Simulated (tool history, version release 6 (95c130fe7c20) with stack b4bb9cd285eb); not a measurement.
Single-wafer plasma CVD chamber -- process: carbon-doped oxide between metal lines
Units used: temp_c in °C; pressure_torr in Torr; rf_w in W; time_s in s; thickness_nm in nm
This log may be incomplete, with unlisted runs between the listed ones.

run  hour  temp_c  pressure_torr  rf_w  time_s  thickness_nm
  1     0     345           4.72   425      23        109.28
  2   6.6     344           4.81   430      23        110.95
  3  11.5     344           4.16   430      23        108.31
  4  13.1     343           4.28   435      23        110.27
  5  20.1     342           4.38   440      23        112.53
  6  24.9     342            3.9   440      23        110.61
  7    26     341           3.98   445      23        112.98
  8  33.7     340           4.04   445      23        112.23

Run 9 comes next. What will it give?
  9  34.9     337           4.31   505      23             ?

Run 9 produced thickness_nm 127.07 nm.
